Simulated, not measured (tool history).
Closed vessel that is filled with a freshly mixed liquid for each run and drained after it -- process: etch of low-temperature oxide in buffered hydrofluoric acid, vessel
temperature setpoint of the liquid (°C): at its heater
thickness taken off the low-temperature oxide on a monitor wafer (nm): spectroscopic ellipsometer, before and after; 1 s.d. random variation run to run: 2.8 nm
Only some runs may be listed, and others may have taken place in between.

| run | hour | temperature setpoint of the liquid (°C) | parts of 40 % ammonium fluoride to one part of 49 % hydrofluoric acid (parts by volume) | time in the liquid (s) | thickness taken off the low-temperature oxide on a monitor wafer (nm) |
|---|---|---|---|---|---|
| 1 | 0.0 | 20.0 | 9.5 | 90 | 255.10 |
| 2 | 1.9 | 20.0 | 8.0 | 90 | 298.86 |
| 3 | 4.6 | 20.0 | 7.0 | 90 | 344.00 |
| 4 | 11.5 | 21.0 | 7.0 | 90 | 360.56 |
| 5 | 18.1 | 21.5 | 7.0 | 90 | 377.76 |
| 6 | 19.4 | 18.0 | 7.0 | 90 | 309.54 |
| 7 | 21.3 | 19.0 | 7.0 | 90 | 326.23 |
| 8 | 26.2 | 20.0 | 7.0 | 90 | 342.57 |
| 9 | 32.7 | 20.0 | 7.0 | 90 | 343.66 |
| 10 | 40.3 | 21.0 | 7.0 | 90 | 364.56 |
| 11 | 45.1 | 21.5 | 7.0 | 90 | 369.73 |
| 12 | 50.8 | 21.5 | 7.0 | 90 | 375.83 |
| 13 | 52.2 | 22.0 | 7.0 | 90 | 383.49 |
| 14 | 57.1 | 22.5 | 7.0 | 90 | 397.69 |
| 15 | 58.8 | 23.0 | 7.0 | 90 | 407.63 |
| 16 | 64.6 | 23.5 | 7.0 | 90 | 416.32 |

Run 17 is up next; what results do you expect?
| 17 | 69.7 | 24.0 | 7.0 | 90 | ? |

{"run 17": {"thickness taken off the low-temperature oxide on a monitor wafer (nm)": 430.52}}

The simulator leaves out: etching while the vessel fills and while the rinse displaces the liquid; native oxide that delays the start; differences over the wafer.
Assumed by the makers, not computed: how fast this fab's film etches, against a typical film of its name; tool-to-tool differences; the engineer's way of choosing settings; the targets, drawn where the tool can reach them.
